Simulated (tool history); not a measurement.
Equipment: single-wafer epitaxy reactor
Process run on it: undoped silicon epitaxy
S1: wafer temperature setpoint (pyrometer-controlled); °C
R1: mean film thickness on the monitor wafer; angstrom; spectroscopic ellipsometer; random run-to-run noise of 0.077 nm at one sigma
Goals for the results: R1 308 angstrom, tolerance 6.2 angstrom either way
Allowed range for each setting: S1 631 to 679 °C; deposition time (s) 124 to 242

{"run": 1, "hour": 0.0, "S1": 655, "deposition time (s)": 183, "R1": 334.6}
{"run": 2, "hour": 2.2, "S1": 648, "deposition time (s)": 183, "R1": 286.9}
{"run": 3, "hour": 9.6, "S1": 648, "deposition time (s)": 160, "R1": 251.3}
{"run": 4, "hour": 17.6, "S1": 643, "deposition time (s)": 160, "R1": 224.41}
{"run": 5, "hour": 24.0, "S1": 634, "deposition time (s)": 160, "R1": 185.01}
{"run": 6, "hour": 27.5, "S1": 634, "deposition time (s)": 139, "R1": 159.77}
{"run": 7, "hour": 28.9, "S1": 640, "deposition time (s)": 139, "R1": 182.97}
{"run": 8, "hour": 30.9, "S1": 645, "deposition time (s)": 139, "R1": 203.97}
{"run": 9, "hour": 34.8, "S1": 649, "deposition time (s)": 139, "R1": 222.74}
{"run": 10, "hour": 43.3, "S1": 652, "deposition time (s)": 139, "R1": 238.12}
{"run": 11, "hour": 46.8, "S1": 654, "deposition time (s)": 139, "R1": 248.65}
{"run": 12, "hour": 50.9, "S1": 656, "deposition time (s)": 139, "R1": 260.84}
{"run": 13, "hour": 58.8, "S1": 658, "deposition time (s)": 139, "R1": 271.07}
{"run": 14, "hour": 63.3, "S1": 659, "deposition time (s)": 139, "R1": 276.4}
{"run": 15, "hour": 65.4, "S1": 660, "deposition time (s)": 139, "R1": 282.71}
{"run": 16, "hour": 66.9, "S1": 661, "deposition time (s)": 139, "R1": 288.26}
{"run": 17, "hour": 72.5, "S1": 662, "deposition time (s)": 139, "R1": 295.26}
{"run": 18, "hour": 81.3, "S1": 663, "deposition time (s)": 139, "R1": 300.13}

Pick the move, out of 5, that brings all results within their allowed miss; only one does.
{"run": "A", "hour": 90.1, "S1": 663, "deposition time (s)": 149, "R1": "?"}
{"run": "B", "hour": 90.1, "S1": 670, "deposition time (s)": 129, "R1": "?"}
{"run": "C", "hour": 90.1, "S1": 663, "deposition time (s)": 152, "R1": "?"}
{"run": "D", "hour": 90.1, "S1": 669, "deposition time (s)": 125, "R1": "?"}
{"run": "E", "hour": 90.1, "S1": 664, "deposition time (s)": 146, "R1": "?"}

move=A R1=322.85
move=B R1=323.65
move=C R1=329.35
move=D R1=307.16
move=E R1=323.09
A: takes the biggest miss from the last run beyond its target
B: takes the biggest miss from the last run beyond its target
C: takes the biggest miss from the last run beyond its target
D: all results land within tolerance of their targets
E: takes the biggest miss from the last run beyond its target
D is the move that brings every result within its allowed miss.

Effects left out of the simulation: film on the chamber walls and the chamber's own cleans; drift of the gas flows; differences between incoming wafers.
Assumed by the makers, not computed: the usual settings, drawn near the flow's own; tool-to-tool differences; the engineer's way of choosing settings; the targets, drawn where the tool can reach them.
